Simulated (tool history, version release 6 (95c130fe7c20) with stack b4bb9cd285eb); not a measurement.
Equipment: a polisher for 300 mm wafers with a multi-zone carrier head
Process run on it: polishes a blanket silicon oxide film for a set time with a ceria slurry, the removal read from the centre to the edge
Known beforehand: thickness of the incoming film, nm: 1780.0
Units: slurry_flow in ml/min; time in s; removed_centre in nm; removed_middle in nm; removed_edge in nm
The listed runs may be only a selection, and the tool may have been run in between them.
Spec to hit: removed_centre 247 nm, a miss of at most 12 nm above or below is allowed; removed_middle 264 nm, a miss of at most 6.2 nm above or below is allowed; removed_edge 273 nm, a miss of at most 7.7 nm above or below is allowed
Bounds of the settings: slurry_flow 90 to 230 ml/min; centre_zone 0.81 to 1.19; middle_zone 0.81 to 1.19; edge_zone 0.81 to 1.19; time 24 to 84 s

{"run": 1, "day": 0.0, "slurry_flow": 150, "centre_zone": 1, "middle_zone": 1, "edge_zone": 1, "time": 54, "removed_centre": 359.92, "removed_middle": 359.17, "removed_edge": 353.73}
{"run": 2, "day": 0.267, "slurry_flow": 175, "centre_zone": 1, "middle_zone": 1, "edge_zone": 1, "time": 54, "removed_centre": 375.55, "removed_middle": 370.45, "removed_edge": 360.8}
{"run": 3, "day": 0.296, "slurry_flow": 165, "centre_zone": 0.97, "middle_zone": 0.97, "edge_zone": 0.97, "time": 52, "removed_centre": 339.41, "removed_middle": 347.84, "removed_edge": 345.61}
{"run": 4, "day": 0.575, "slurry_flow": 165, "centre_zone": 0.97, "middle_zone": 1.02, "edge_zone": 0.97, "time": 52, "removed_centre": 332.37, "removed_middle": 362.62, "removed_edge": 343.51}
{"run": 5, "day": 0.679, "slurry_flow": 165, "centre_zone": 1.02, "middle_zone": 1.02, "edge_zone": 0.97, "time": 52, "removed_centre": 357.26, "removed_middle": 359.4, "removed_edge": 345.41}
{"run": 6, "day": 0.771, "slurry_flow": 165, "centre_zone": 1.02, "middle_zone": 1.02, "edge_zone": 0.97, "time": 46, "removed_centre": 317.05, "removed_middle": 320.69, "removed_edge": 301.13}
{"run": 7, "day": 0.921, "slurry_flow": 155, "centre_zone": 1, "middle_zone": 1, "edge_zone": 0.96, "time": 45, "removed_centre": 294.49, "removed_middle": 304.6, "removed_edge": 294.06}
{"run": 8, "day": 1.133, "slurry_flow": 145, "centre_zone": 0.99, "middle_zone": 0.99, "edge_zone": 0.95, "time": 45, "removed_centre": 295.47, "removed_middle": 297.02, "removed_edge": 290.93}
{"run": 9, "day": 1.242, "slurry_flow": 135, "centre_zone": 0.97, "middle_zone": 0.98, "edge_zone": 0.95, "time": 45, "removed_centre": 283.81, "removed_middle": 288.85, "removed_edge": 289.38}
{"run": 10, "day": 1.567, "slurry_flow": 95, "centre_zone": 0.89, "middle_zone": 0.95, "edge_zone": 0.9, "time": 44, "removed_centre": 233.18, "removed_middle": 253.01, "removed_edge": 264.29}

Pick the move, out of 5, that brings all results within their allowed miss; only one does.
{"run": "A", "day": 1.892, "slurry_flow": 125, "centre_zone": 0.94, "middle_zone": 0.89, "edge_zone": 0.95, "time": 43, "removed_centre": "?", "removed_middle": "?", "removed_edge": "?"}
{"run": "B", "day": 1.892, "slurry_flow": 125, "centre_zone": 0.94, "middle_zone": 0.95, "edge_zone": 0.81, "time": 46, "removed_centre": "?", "removed_middle": "?", "removed_edge": "?"}
{"run": "C", "day": 1.892, "slurry_flow": 130, "centre_zone": 0.95, "middle_zone": 1, "edge_zone": 0.87, "time": 41, "removed_centre": "?", "removed_middle": "?", "removed_edge": "?"}
{"run": "D", "day": 1.892, "slurry_flow": 140, "centre_zone": 0.88, "middle_zone": 0.9, "edge_zone": 0.98, "time": 41, "removed_centre": "?", "removed_middle": "?", "removed_edge": "?"}
{"run": "E", "day": 1.892, "slurry_flow": 145, "centre_zone": 0.85, "middle_zone": 0.88, "edge_zone": 0.83, "time": 44, "removed_centre": "?", "removed_middle": "?", "removed_edge": "?"}

move=A removed_centre=248.81 removed_middle=254.1 removed_edge=272.46
move=B removed_centre=266.28 removed_middle=287.05 removed_edge=276.27
move=C removed_centre=242.41 removed_middle=269.48 removed_edge=253.39
move=D removed_centre=228.34 removed_middle=250.74 removed_edge=267.25
move=E removed_centre=238.52 removed_middle=266.1 removed_edge=272.67
A: nearer the targets than the last run, but a result is still out of spec
B: takes the result that was furthest off past its target
C: meets the target for the result that was furthest off, but another lies outside its allowed miss
D: misses by more than the last run did
E: all results land within tolerance of their targets
E is the move that brings every result within its allowed miss.
